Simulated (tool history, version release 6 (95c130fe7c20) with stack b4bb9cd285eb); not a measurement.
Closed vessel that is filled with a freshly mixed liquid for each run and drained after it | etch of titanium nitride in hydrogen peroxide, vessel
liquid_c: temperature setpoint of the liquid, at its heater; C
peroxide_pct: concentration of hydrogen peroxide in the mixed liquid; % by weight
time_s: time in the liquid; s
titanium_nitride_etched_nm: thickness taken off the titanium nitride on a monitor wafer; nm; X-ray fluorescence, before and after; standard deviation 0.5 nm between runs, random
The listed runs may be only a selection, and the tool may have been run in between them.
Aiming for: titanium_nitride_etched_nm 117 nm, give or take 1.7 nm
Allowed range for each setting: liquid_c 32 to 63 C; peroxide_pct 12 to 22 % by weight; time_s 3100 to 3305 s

| run | hour | liquid_c | peroxide_pct | time_s | titanium_nitride_etched_nm |
|---|---|---|---|---|---|
| 1 | 0 | 47 | 15 | 3100 | 78.691 |
| 2 | 3.6 | 47 | 15 | 3100 | 78.368 |
| 3 | 10.5 | 48 | 15 | 3100 | 84.858 |
| 4 | 17.7 | 48 | 13.5 | 3100 | 83.749 |
| 5 | 24.8 | 49 | 13.5 | 3100 | 89.459 |
| 6 | 34.3 | 49 | 12 | 3100 | 87.46 |
| 7 | 38.3 | 50 | 12 | 3100 | 93.598 |
| 8 | 41.3 | 50.5 | 12 | 3100 | 98.108 |
| 9 | 49.2 | 51 | 12 | 3100 | 101.25 |
| 10 | 51 | 51.5 | 12 | 3100 | 104.15 |
| 11 | 58 | 52 | 12 | 3100 | 108.14 |
| 12 | 64.3 | 52.5 | 12 | 3100 | 112.56 |

Which one of the following 4 next-run settings gets every result inside its allowed miss? There is exactly one.
| A | 70.6 | 52 | 12.5 | 3305 | ? |
| B | 70.6 | 52.5 | 12 | 3115 | ? |
| C | 70.6 | 51.5 | 14 | 3250 | ? |
| D | 70.6 | 51.5 | 12 | 3305 | ? |

| move | titanium_nitride_etched_nm |
|---|---|
| A | 117.24 |
| B | 113.53 |
| C | 113.91 |
| D | 112.16 |
A: in spec on every target
B: better than the last run, though not everything is in spec
C: better than the last run, though not everything is in spec
D: the biggest miss grows against the last run
The move that meets every target is A.

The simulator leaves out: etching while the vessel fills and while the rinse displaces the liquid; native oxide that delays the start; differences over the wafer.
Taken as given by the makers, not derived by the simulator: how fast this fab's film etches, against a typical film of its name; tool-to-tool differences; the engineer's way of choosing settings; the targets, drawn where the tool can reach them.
